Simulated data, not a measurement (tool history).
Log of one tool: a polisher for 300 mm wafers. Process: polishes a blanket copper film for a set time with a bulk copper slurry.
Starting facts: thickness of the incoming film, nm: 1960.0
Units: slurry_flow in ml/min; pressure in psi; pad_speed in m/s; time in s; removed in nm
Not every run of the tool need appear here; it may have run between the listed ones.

run,hour,slurry_flow,pressure,pad_speed,slurry_solids,time,removed
1,0,305,3.5,0.9,1,45,530.98
2,6.9,305,3.5,0.9,1.15,45,557.42
3,12.9,305,3.5,0.9,1.35,45,555.21
4,20.1,305,4,0.92,1.35,45,667
5,26.7,305,4,0.7,1.35,45,506.97
6,32.8,305,4.4,0.76,1.35,45,608.55

The next listed run, before its measurement:
7,35.2,305,4.7,0.82,1.35,45,?

Run 7 gave removed 699.13 nm.
